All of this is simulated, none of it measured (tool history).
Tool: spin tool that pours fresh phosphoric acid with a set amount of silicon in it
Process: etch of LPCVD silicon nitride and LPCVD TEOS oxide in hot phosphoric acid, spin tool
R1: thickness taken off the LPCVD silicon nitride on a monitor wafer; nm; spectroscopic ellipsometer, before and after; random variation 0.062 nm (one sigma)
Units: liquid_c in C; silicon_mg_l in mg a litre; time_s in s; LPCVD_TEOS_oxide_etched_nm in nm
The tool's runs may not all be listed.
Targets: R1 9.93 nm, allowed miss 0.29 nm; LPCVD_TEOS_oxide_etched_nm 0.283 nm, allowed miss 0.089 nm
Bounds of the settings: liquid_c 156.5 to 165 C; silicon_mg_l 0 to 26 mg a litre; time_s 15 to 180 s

run 1 day=0 | liquid_c=160 silicon_mg_l=11.5 time_s=90 | R1=8.0038 LPCVD_TEOS_oxide_etched_nm=0.2334
run 2 day=0.262 | liquid_c=160 silicon_mg_l=11.5 time_s=130 | R1=11.553 LPCVD_TEOS_oxide_etched_nm=0.36276
run 3 day=0.554 | liquid_c=160 silicon_mg_l=11.5 time_s=170 | R1=15.111 LPCVD_TEOS_oxide_etched_nm=0.5426
run 4 day=0.883 | liquid_c=160 silicon_mg_l=11.5 time_s=180 | R1=16.109 LPCVD_TEOS_oxide_etched_nm=0.52417
run 5 day=0.917 | liquid_c=161 silicon_mg_l=11.5 time_s=180 | R1=16.612 LPCVD_TEOS_oxide_etched_nm=0.66005
run 6 day=1.183 | liquid_c=162 silicon_mg_l=11.5 time_s=180 | R1=17.289 LPCVD_TEOS_oxide_etched_nm=0.70456
run 7 day=1.254 | liquid_c=161.5 silicon_mg_l=11.5 time_s=175 | R1=16.301 LPCVD_TEOS_oxide_etched_nm=0.63252
run 8 day=1.383 | liquid_c=161 silicon_mg_l=11.5 time_s=170 | R1=15.639 LPCVD_TEOS_oxide_etched_nm=0.51371

4 next moves are on the table. One of them brings every result within its allowed miss. Which?
run A day=1.512 | liquid_c=160.5 silicon_mg_l=10 time_s=120 | R1=? LPCVD_TEOS_oxide_etched_nm=?
run B day=1.512 | liquid_c=160 silicon_mg_l=16 time_s=110 | R1=? LPCVD_TEOS_oxide_etched_nm=?
run C day=1.512 | liquid_c=159 silicon_mg_l=20.5 time_s=125 | R1=? LPCVD_TEOS_oxide_etched_nm=?
run D day=1.512 | liquid_c=158.5 silicon_mg_l=19 time_s=125 | R1=? LPCVD_TEOS_oxide_etched_nm=?

move=A R1=10.979 LPCVD_TEOS_oxide_etched_nm=0.37708
move=B R1=9.8966 LPCVD_TEOS_oxide_etched_nm=0.28868
move=C R1=10.874 LPCVD_TEOS_oxide_etched_nm=0.26943
move=D R1=10.692 LPCVD_TEOS_oxide_etched_nm=0.27086
A: nearer than the last run, and not there yet
B: meets every target
C: nearer than the last run, and not there yet
D: nearer than the last run, and not there yet
Answer: B

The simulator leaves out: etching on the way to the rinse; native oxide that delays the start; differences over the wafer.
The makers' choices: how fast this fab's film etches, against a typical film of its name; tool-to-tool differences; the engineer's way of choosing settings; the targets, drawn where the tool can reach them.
